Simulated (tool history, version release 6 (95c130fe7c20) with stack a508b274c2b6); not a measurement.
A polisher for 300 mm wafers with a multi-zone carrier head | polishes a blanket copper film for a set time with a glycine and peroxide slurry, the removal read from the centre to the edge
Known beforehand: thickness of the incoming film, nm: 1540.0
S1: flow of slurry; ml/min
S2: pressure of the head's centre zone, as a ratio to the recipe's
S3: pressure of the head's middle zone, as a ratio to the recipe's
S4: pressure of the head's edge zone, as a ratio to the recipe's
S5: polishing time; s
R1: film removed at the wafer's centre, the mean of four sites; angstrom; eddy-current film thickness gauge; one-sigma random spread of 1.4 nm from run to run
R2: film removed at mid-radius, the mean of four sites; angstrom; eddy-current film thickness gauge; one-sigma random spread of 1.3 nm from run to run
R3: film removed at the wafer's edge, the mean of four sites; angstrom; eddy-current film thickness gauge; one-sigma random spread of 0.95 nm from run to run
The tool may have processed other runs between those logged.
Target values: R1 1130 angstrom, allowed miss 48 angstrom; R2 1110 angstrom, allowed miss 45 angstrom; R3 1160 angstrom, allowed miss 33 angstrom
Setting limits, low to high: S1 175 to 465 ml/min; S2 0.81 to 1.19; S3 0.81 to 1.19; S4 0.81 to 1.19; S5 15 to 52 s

Run 1, hour 0: S1 295 ml/min, S2 1, S3 1, S4 1, S5 33 s. Result: R1 2243.6 angstrom, R2 2190.6 angstrom, R3 2241.3 angstrom.
Run 2, hour 2.3: S1 270 ml/min, S2 0.98, S3 0.97, S4 0.96, S5 28 s. Result: R1 1883.5 angstrom, R2 1803.2 angstrom, R3 1865.4 angstrom.
Run 3, hour 9: S1 270 ml/min, S2 0.98, S3 0.97, S4 1.04, S5 28 s. Result: R1 1795.7 angstrom, R2 1783.3 angstrom, R3 1922.8 angstrom.
Run 4, hour 13.6: S1 270 ml/min, S2 0.98, S3 0.97, S4 1.12, S5 28 s. Result: R1 1832.8 angstrom, R2 1804.4 angstrom, R3 1967.2 angstrom.
Run 5, hour 15.7: S1 270 ml/min, S2 0.98, S3 0.97, S4 1.12, S5 36 s. Result: R1 2323.6 angstrom, R2 2324.3 angstrom, R3 2565.5 angstrom.
Run 6, hour 22.5: S1 270 ml/min, S2 0.98, S3 0.97, S4 1.12, S5 40 s. Result: R1 2610.4 angstrom, R2 2568 angstrom, R3 2870.5 angstrom.
Run 7, hour 30.3: S1 245 ml/min, S2 0.97, S3 0.96, S4 1.05, S5 34 s. Result: R1 2208.1 angstrom, R2 2180.1 angstrom, R3 2322.1 angstrom.
Run 8, hour 34.5: S1 225 ml/min, S2 0.94, S3 0.93, S4 1, S5 29 s. Result: R1 1800.6 angstrom, R2 1752.8 angstrom, R3 1926.3 angstrom.
Run 9, hour 43.1: S1 210 ml/min, S2 0.93, S3 0.93, S4 0.97, S5 25 s. Result: R1 1501.1 angstrom, R2 1530.2 angstrom, R3 1638 angstrom.
Run 10, hour 49.9: S1 210 ml/min, S2 0.93, S3 0.92, S4 0.94, S5 23 s. Result: R1 1381.2 angstrom, R2 1408.9 angstrom, R3 1481.3 angstrom.
Run 11, hour 54: S1 205 ml/min, S2 0.92, S3 0.83, S4 0.84, S5 18 s. Result: R1 1074.8 angstrom, R2 1004.1 angstrom, R3 1102.3 angstrom.
Run 12, hour 54.7: S1 215 ml/min, S2 0.92, S3 0.85, S4 0.85, S5 18 s. Result: R1 1080.1 angstrom, R2 1024.9 angstrom, R3 1113.1 angstrom.
Run 13, hour 59.8: S1 215 ml/min, S2 0.92, S3 0.86, S4 0.86, S5 18 s. Result: R1 1058.4 angstrom, R2 998.25 angstrom, R3 1111.3 angstrom.
Run 14, hour 63.7: S1 210 ml/min, S2 0.93, S3 0.88, S4 0.86, S5 18 s. Result: R1 1084.9 angstrom, R2 1049 angstrom, R3 1122.6 angstrom.
Run 15, hour 67.7: S1 210 ml/min, S2 0.94, S3 0.89, S4 0.87, S5 18 s. Result: R1 1091.2 angstrom, R2 1051.5 angstrom, R3 1117 angstrom.

Exactly one of the 4 candidate moves below puts every result within its allowed miss. Which one?
Run A, hour 71.7: S1 190 ml/min, S2 0.95, S3 1.03, S4 0.87, S5 18 s. Result: R1 ?, R2 ?, R3 ?.
Run B, hour 71.7: S1 190 ml/min, S2 0.98, S3 0.85, S4 0.88, S5 18 s. Result: R1 ?, R2 ?, R3 ?.
Run C, hour 71.7: S1 250 ml/min, S2 0.9, S3 0.87, S4 0.81, S5 19 s. Result: R1 ?, R2 ?, R3 ?.
Run D, hour 71.7: S1 185 ml/min, S2 0.96, S3 0.95, S4 0.81, S5 18 s. Result: R1 ?, R2 ?, R3 ?.

move      R1      R2      R3
   A  1080.9  1160.7    1108
   B  1114.1  1004.4  1115.8
   C  1114.3  1110.5  1162.4
   D  1088.1    1088  1074.2
A: the biggest miss grows against the last run
B: the biggest miss grows against the last run
C: each result inside its tolerance
D: the biggest miss grows against the last run
Move C is the one to make.

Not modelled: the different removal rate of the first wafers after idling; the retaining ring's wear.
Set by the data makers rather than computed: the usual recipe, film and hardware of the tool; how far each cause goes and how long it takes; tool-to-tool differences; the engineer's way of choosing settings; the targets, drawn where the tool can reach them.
